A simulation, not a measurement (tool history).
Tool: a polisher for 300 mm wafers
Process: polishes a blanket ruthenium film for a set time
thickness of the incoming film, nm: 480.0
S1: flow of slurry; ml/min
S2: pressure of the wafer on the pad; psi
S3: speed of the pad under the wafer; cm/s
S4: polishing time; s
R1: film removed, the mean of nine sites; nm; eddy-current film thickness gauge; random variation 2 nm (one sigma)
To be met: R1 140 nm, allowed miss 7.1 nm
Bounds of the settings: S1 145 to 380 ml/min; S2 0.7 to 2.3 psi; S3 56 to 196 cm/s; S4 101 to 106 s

run	hour	S1	S2	S3	S4	R1
1	0	245	1.5	126	101	111.19
2	8.7	245	1.7	126	101	127.65
3	10.3	245	1.5	126	101	111.49
4	19.2	245	1.6	126	101	117.3
5	23.5	245	1.3	126	101	96.602
6	31	245	1.4	128	101	106.96
7	38.4	245	1.5	128	101	108.44
8	40.7	245	1.6	130	101	118.3
9	48.5	245	1.7	132	101	127.96

Which of these 4 next moves meets every target?
A	56.3	145	2	124	106	?
B	56.3	255	1.7	124	101	?
C	56.3	175	2	94	101	?
D	56.3	225	2.1	134	102	?

move	R1
A	139.77
B	124.58
C	112.84
D	161.6
A: meets every target
B: further off than the last run
C: further off than the last run
D: takes the result that was furthest off past its target
The right move is A.

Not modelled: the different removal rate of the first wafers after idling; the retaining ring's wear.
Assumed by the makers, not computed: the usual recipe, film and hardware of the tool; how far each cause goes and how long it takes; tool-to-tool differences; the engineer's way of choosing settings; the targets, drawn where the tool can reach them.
